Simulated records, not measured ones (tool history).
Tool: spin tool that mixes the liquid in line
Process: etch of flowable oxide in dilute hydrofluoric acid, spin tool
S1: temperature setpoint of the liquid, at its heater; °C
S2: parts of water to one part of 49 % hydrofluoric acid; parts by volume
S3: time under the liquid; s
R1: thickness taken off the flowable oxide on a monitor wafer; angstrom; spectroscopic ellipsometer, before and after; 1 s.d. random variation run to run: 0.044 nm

run  hour    S1   S2  S3      R1
  1   0.0  22.0  130  15  31.969
  2   8.7  24.0  115  15  39.309
  3  11.0  24.0  145  15  30.200
  4  14.2  24.0  105  15  43.690
  5  21.8  25.5  100  15  48.706
  6  30.8  25.5  100  15  48.888
  7  37.1  27.0   95  15  54.502
  8  44.2  28.0   95  15  56.563

Forecast run 9:
  9  48.2  28.5  95  15   ?

{"run 9": {"R1": 58.203}}
